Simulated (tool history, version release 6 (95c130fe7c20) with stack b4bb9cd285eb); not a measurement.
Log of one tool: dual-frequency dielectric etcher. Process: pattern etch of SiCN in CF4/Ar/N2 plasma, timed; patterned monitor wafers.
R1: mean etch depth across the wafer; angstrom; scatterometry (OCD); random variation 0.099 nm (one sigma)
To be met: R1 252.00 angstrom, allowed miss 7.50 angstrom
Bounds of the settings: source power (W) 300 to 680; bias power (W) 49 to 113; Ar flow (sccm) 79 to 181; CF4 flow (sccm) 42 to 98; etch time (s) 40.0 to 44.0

Run 1, hour 0.0: source power (W) 490, bias power (W) 81, Ar flow (sccm) 130, CF4 flow (sccm) 70, etch time (s) 44.0. Result: R1 354.14 angstrom.
Run 2, hour 6.3: source power (W) 490, bias power (W) 81, Ar flow (sccm) 141, CF4 flow (sccm) 70, etch time (s) 44.0. Result: R1 349.13 angstrom.
Run 3, hour 14.4: source power (W) 490, bias power (W) 81, Ar flow (sccm) 141, CF4 flow (sccm) 70, etch time (s) 40.0. Result: R1 316.45 angstrom.
Run 4, hour 18.9: source power (W) 460, bias power (W) 80, Ar flow (sccm) 141, CF4 flow (sccm) 70, etch time (s) 40.0. Result: R1 294.37 angstrom.
Run 5, hour 22.6: source power (W) 520, bias power (W) 80, Ar flow (sccm) 141, CF4 flow (sccm) 70, etch time (s) 40.0. Result: R1 334.63 angstrom.
Run 6, hour 29.9: source power (W) 550, bias power (W) 80, Ar flow (sccm) 141, CF4 flow (sccm) 70, etch time (s) 40.0. Result: R1 354.33 angstrom.
Run 7, hour 37.5: source power (W) 510, bias power (W) 79, Ar flow (sccm) 141, CF4 flow (sccm) 70, etch time (s) 40.0. Result: R1 323.20 angstrom.
Run 8, hour 42.0: source power (W) 480, bias power (W) 78, Ar flow (sccm) 141, CF4 flow (sccm) 70, etch time (s) 40.0. Result: R1 301.85 angstrom.
Run 9, hour 47.6: source power (W) 380, bias power (W) 75, Ar flow (sccm) 142, CF4 flow (sccm) 70, etch time (s) 40.0. Result: R1 232.20 angstrom.
Run 10, hour 51.9: source power (W) 380, bias power (W) 75, Ar flow (sccm) 142, CF4 flow (sccm) 70, etch time (s) 40.0. Result: R1 228.62 angstrom.
Run 11, hour 59.3: source power (W) 390, bias power (W) 75, Ar flow (sccm) 142, CF4 flow (sccm) 70, etch time (s) 40.0. Result: R1 237.91 angstrom.
Run 12, hour 63.0: source power (W) 400, bias power (W) 75, Ar flow (sccm) 142, CF4 flow (sccm) 70, etch time (s) 40.0. Result: R1 243.92 angstrom.

4 next moves are on the table. One of them brings every result within its allowed miss. Which?
Run A, hour 66.7: source power (W) 340, bias power (W) 83, Ar flow (sccm) 143, CF4 flow (sccm) 73, etch time (s) 44.0. Result: R1 ?.
Run B, hour 66.7: source power (W) 360, bias power (W) 73, Ar flow (sccm) 128, CF4 flow (sccm) 64, etch time (s) 44.0. Result: R1 ?.
Run C, hour 66.7: source power (W) 380, bias power (W) 80, Ar flow (sccm) 129, CF4 flow (sccm) 61, etch time (s) 40.0. Result: R1 ?.
Run D, hour 66.7: source power (W) 400, bias power (W) 76, Ar flow (sccm) 139, CF4 flow (sccm) 68, etch time (s) 41.5. Result: R1 ?.

move      R1
   A  235.59
   B  235.21
   C  236.51
   D  253.75
A: further off than the last run
B: further off than the last run
C: further off than the last run
D: meets every target
Answer: D

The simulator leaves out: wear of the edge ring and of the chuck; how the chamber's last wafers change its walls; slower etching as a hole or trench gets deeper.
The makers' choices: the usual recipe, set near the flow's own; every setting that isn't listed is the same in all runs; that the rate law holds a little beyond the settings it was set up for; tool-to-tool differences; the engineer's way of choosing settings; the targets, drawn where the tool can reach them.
